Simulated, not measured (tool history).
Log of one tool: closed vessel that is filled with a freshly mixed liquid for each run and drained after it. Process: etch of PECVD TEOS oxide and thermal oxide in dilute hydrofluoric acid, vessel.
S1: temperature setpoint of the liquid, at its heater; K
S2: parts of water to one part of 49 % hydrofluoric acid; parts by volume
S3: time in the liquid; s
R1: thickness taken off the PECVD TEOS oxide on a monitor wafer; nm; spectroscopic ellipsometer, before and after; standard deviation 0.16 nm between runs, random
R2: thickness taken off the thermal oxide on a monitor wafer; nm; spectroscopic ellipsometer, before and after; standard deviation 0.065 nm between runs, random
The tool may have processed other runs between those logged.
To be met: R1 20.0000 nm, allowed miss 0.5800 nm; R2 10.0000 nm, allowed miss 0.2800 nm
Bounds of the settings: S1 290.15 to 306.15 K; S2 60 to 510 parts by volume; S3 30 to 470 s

{"run": 1, "hour": 0.0, "S1": 298.15, "S2": 285, "S3": 240, "R1": 7.6419, "R2": 3.8474}
{"run": 2, "hour": 2.1, "S1": 300.65, "S2": 285, "S3": 240, "R1": 8.3068, "R2": 4.238}
{"run": 3, "hour": 8.2, "S1": 300.65, "S2": 285, "S3": 340, "R1": 11.858, "R2": 5.8998}
{"run": 4, "hour": 16.4, "S1": 302.65, "S2": 285, "S3": 340, "R1": 12.46, "R2": 6.2997}
{"run": 5, "hour": 17.8, "S1": 302.65, "S2": 365, "S3": 340, "R1": 9.0646, "R2": 4.6017}
{"run": 6, "hour": 19.7, "S1": 302.65, "S2": 270, "S3": 340, "R1": 13.319, "R2": 6.7669}
{"run": 7, "hour": 23.9, "S1": 302.65, "S2": 255, "S3": 340, "R1": 14.49, "R2": 7.2686}
{"run": 8, "hour": 31.5, "S1": 303.15, "S2": 245, "S3": 340, "R1": 15.503, "R2": 7.8243}
{"run": 9, "hour": 40.3, "S1": 303.65, "S2": 235, "S3": 340, "R1": 16.891, "R2": 8.3974}
{"run": 10, "hour": 41.4, "S1": 304.15, "S2": 230, "S3": 340, "R1": 17.63, "R2": 8.8304}
{"run": 11, "hour": 46.9, "S1": 304.65, "S2": 230, "S3": 340, "R1": 17.862, "R2": 8.9244}
{"run": 12, "hour": 48.1, "S1": 305.15, "S2": 230, "S3": 340, "R1": 18.205, "R2": 8.9626}
{"run": 13, "hour": 56.7, "S1": 305.15, "S2": 225, "S3": 340, "R1": 18.554, "R2": 9.4893}

Which one of the following 4 next-run settings gets every result inside its allowed miss? There is exactly one.
{"run": "A", "hour": 65.3, "S1": 303.65, "S2": 240, "S3": 410, "R1": "?", "R2": "?"}
{"run": "B", "hour": 65.3, "S1": 303.15, "S2": 230, "S3": 355, "R1": "?", "R2": "?"}
{"run": "C", "hour": 65.3, "S1": 302.65, "S2": 220, "S3": 340, "R1": "?", "R2": "?"}
{"run": "D", "hour": 65.3, "S1": 304.65, "S2": 205, "S3": 285, "R1": "?", "R2": "?"}

move=A R1=19.5370 R2=9.8909
move=B R1=17.5640 R2=8.8923
move=C R1=17.4960 R2=8.8578
move=D R1=17.1600 R2=8.6874
A: all results land within tolerance of their targets
B: moves away from the targets compared with the last run
C: moves away from the targets compared with the last run
D: moves away from the targets compared with the last run
Move A is the one to make.
